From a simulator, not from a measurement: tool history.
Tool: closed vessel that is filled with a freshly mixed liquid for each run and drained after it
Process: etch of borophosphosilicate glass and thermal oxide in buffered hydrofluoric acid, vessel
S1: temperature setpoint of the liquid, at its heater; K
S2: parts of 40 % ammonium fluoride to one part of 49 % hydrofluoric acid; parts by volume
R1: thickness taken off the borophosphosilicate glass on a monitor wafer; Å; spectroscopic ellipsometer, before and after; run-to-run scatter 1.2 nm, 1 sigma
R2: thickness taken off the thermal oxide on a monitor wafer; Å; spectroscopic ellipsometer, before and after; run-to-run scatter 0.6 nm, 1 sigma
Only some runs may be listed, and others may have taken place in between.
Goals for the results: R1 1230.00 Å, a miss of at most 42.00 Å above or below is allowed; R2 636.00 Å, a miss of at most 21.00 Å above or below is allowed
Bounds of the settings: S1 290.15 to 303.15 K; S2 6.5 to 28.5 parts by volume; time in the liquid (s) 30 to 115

Run 1, hour 0.0: S1 295.15 K, S2 17.5 parts by volume, time in the liquid (s) 60. Result: R1 616.29 Å, R2 319.00 Å.
Run 2, hour 2.6: S1 295.15 K, S2 15.0 parts by volume, time in the liquid (s) 60. Result: R1 735.24 Å, R2 376.73 Å.
Run 3, hour 11.0: S1 295.15 K, S2 15.0 parts by volume, time in the liquid (s) 50. Result: R1 595.98 Å, R2 309.43 Å.
Run 4, hour 12.6: S1 297.65 K, S2 13.5 parts by volume, time in the liquid (s) 50. Result: R1 777.37 Å, R2 396.55 Å.
Run 5, hour 16.2: S1 297.65 K, S2 10.5 parts by volume, time in the liquid (s) 50. Result: R1 982.60 Å, R2 505.62 Å.
At hour 22.4: hydrofluoric acid flow meter replaced.
Run 6, hour 22.4: S1 297.65 K, S2 14.0 parts by volume, time in the liquid (s) 50. Result: R1 791.14 Å, R2 404.35 Å.
Run 7, hour 27.2: S1 297.65 K, S2 14.0 parts by volume, time in the liquid (s) 50. Result: R1 786.99 Å, R2 408.39 Å.
Run 8, hour 33.7: S1 299.15 K, S2 14.0 parts by volume, time in the liquid (s) 50. Result: R1 853.34 Å, R2 444.50 Å.
Run 9, hour 36.4: S1 300.15 K, S2 13.5 parts by volume, time in the liquid (s) 50. Result: R1 916.22 Å, R2 482.95 Å.

Of the 4 settings listed for the next run, only one would bring every result within its allowed miss of target. Which one?
Run A, hour 39.1: S1 301.65 K, S2 12.0 parts by volume, time in the liquid (s) 55. Result: R1 ?, R2 ?.
Run B, hour 39.1: S1 303.15 K, S2 19.5 parts by volume, time in the liquid (s) 40. Result: R1 ?, R2 ?.
Run C, hour 39.1: S1 303.15 K, S2 17.0 parts by volume, time in the liquid (s) 45. Result: R1 ?, R2 ?.
Run D, hour 39.1: S1 299.15 K, S2 9.0 parts by volume, time in the liquid (s) 45. Result: R1 ?, R2 ?.

move       R1      R2
   A  1236.20  648.18
   B   603.13  317.04
   C   776.73  408.13
   D  1133.20  592.18
A: in spec on every target
B: lands further from the targets than the last run did
C: lands further from the targets than the last run did
D: gains on the last run, yet a result remains outside its allowed miss
The right move is A.
